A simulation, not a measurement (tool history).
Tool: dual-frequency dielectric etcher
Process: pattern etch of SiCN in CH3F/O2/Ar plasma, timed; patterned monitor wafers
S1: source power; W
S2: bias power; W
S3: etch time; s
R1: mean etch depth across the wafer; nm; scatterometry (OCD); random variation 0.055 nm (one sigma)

run 1 hour=0.0 | S1=380 S2=75 S3=89.0 | R1=33.024
run 2 hour=5.1 | S1=360 S2=72 S3=89.0 | R1=31.852
run 3 hour=10.5 | S1=310 S2=72 S3=89.0 | R1=30.228
run 4 hour=12.2 | S1=310 S2=77 S3=89.0 | R1=30.934
-- hour=15.8 source power generator calibrated
run 5 hour=15.8 | S1=300 S2=74 S3=89.0 | R1=29.572
run 6 hour=21.5 | S1=290 S2=73 S3=89.0 | R1=29.084
run 7 hour=30.0 | S1=290 S2=73 S3=89.0 | R1=29.128

Run 8 comes next. What will it give?
run 8 hour=36.7 | S1=280 S2=72 S3=89.0 | R1=?

{"run 8": {"R1": 28.436}}
